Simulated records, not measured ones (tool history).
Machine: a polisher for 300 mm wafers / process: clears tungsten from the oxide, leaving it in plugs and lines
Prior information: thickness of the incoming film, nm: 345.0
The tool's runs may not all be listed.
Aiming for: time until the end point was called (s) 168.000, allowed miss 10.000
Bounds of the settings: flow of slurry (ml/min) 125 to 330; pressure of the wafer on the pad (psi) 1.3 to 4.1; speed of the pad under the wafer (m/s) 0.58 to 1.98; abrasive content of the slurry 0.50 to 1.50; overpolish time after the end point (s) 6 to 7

| run | hour | flow of slurry (ml/min) | pressure of the wafer on the pad (psi) | speed of the pad under the wafer (m/s) | abrasive content of the slurry | overpolish time after the end point (s) | time until the end point was called (s) |
|---|---|---|---|---|---|---|---|
| 1 | 0.0 | 210 | 2.7 | 1.28 | 1.00 | 7 | 94.991 |
| 2 | 1.9 | 210 | 2.7 | 1.50 | 1.00 | 7 | 80.611 |
| 3 | 7.6 | 210 | 2.7 | 1.50 | 0.80 | 7 | 87.852 |
| 4 | 10.3 | 210 | 2.4 | 1.46 | 0.80 | 7 | 94.772 |
| 5 | 12.8 | 210 | 2.2 | 1.36 | 0.80 | 7 | 113.690 |
| 6 | 19.5 | 210 | 2.0 | 1.32 | 0.80 | 7 | 127.610 |
| 7 | 20.6 | 210 | 1.8 | 1.30 | 0.80 | 7 | 141.510 |
| 8 | 23.0 | 210 | 1.8 | 1.30 | 0.80 | 7 | 141.550 |
| 9 | 28.8 | 210 | 1.7 | 1.30 | 0.80 | 7 | 147.540 |
| 10 | 30.0 | 210 | 1.3 | 1.28 | 0.80 | 7 | 195.710 |
| 11 | 31.0 | 210 | 1.4 | 1.28 | 0.80 | 7 | 184.670 |

Below are 5 possible settings for the next run. Only one of them brings all results inside the allowed miss of their targets. Which is it?
| A | 32.0 | 150 | 1.5 | 1.62 | 0.80 | 7 | ? |
| B | 32.0 | 220 | 1.5 | 1.26 | 0.95 | 6 | ? |
| C | 32.0 | 195 | 1.5 | 1.52 | 0.95 | 7 | ? |
| D | 32.0 | 170 | 1.6 | 1.42 | 1.10 | 6 | ? |
| E | 32.0 | 175 | 1.9 | 1.26 | 0.85 | 7 | ? |

| move | time until the end point was called (s) |
|---|---|
| A | 156.100 |
| B | 171.060 |
| C | 150.220 |
| D | 147.050 |
| E | 145.380 |
A: carries the result that was furthest off beyond its target, to the other side
B: all results land within tolerance of their targets
C: carries the result that was furthest off beyond its target, to the other side
D: carries the result that was furthest off beyond its target, to the other side
E: carries the result that was furthest off beyond its target, to the other side
Correct choice: B, which meets every target
